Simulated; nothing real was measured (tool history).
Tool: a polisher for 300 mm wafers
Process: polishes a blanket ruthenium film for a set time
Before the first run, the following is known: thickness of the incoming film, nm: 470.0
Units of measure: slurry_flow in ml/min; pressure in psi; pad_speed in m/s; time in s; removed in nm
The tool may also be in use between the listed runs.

{"run": 1, "hour": 0.0, "slurry_flow": 290, "pressure": 2.3, "pad_speed": 0.78, "time": 32, "removed": 30.81}
{"run": 2, "hour": 7.5, "slurry_flow": 290, "pressure": 2.2, "pad_speed": 0.78, "time": 32, "removed": 29.373}
{"run": 3, "hour": 11.0, "slurry_flow": 290, "pressure": 2.1, "pad_speed": 0.78, "time": 32, "removed": 28.097}
{"run": 4, "hour": 16.1, "slurry_flow": 290, "pressure": 2.0, "pad_speed": 0.78, "time": 32, "removed": 26.96}
{"run": 5, "hour": 18.0, "slurry_flow": 290, "pressure": 1.9, "pad_speed": 0.78, "time": 32, "removed": 25.704}
{"run": 6, "hour": 21.3, "slurry_flow": 290, "pressure": 2.4, "pad_speed": 0.78, "time": 32, "removed": 32.408}
{"run": 7, "hour": 22.2, "slurry_flow": 290, "pressure": 2.2, "pad_speed": 0.78, "time": 32, "removed": 29.385}

Expected results for the next run?
{"run": 8, "hour": 30.0, "slurry_flow": 290, "pressure": 2.1, "pad_speed": 0.78, "time": 32, "removed": "?"}

removed: 28.292 nm
